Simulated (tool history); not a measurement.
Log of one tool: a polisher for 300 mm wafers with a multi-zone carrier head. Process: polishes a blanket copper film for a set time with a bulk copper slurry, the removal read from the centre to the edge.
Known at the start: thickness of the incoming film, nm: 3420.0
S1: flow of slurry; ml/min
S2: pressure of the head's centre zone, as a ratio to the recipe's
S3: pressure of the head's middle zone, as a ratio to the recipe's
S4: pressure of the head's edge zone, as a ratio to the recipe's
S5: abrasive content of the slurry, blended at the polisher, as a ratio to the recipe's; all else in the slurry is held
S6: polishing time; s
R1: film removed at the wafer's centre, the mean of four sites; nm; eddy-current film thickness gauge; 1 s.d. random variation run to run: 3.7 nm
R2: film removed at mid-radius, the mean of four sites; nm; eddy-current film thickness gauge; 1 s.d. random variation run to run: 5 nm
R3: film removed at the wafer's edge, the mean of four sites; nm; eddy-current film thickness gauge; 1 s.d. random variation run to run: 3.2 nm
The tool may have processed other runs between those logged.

| run | day | S1 | S2 | S3 | S4 | S5 | S6 | R1 | R2 | R3 |
|---|---|---|---|---|---|---|---|---|---|---|
| 1 | 0.000 | 275 | 1.00 | 1.00 | 1.00 | 1.00 | 31 | 257.59 | 246.16 | 248.23 |
| 2 | 0.354 | 275 | 0.99 | 1.02 | 1.02 | 1.10 | 32 | 270.08 | 270.84 | 262.47 |
| 3 | 0.658 | 275 | 0.99 | 1.08 | 1.02 | 1.10 | 32 | 256.38 | 280.73 | 260.55 |
| 4 | 0.788 | 275 | 0.99 | 1.08 | 1.04 | 1.15 | 33 | 276.90 | 290.34 | 278.08 |
| 5 | 0.867 | 305 | 0.99 | 1.08 | 1.04 | 1.15 | 33 | 277.94 | 295.68 | 273.13 |
| 6 | 1.142 | 295 | 0.98 | 1.09 | 1.06 | 1.20 | 33 | 277.72 | 298.25 | 285.23 |
| 7 | 1.362 | 295 | 0.98 | 1.10 | 1.07 | 1.25 | 33 | 279.24 | 306.19 | 288.74 |

What will run 8 give?
| 8 | 1.629 | 295 | 0.98 | 1.11 | 1.08 | 1.30 | 33 | ? | ? | ? |

R1: 279.90 nm
R2: 309.46 nm
R3: 291.77 nm
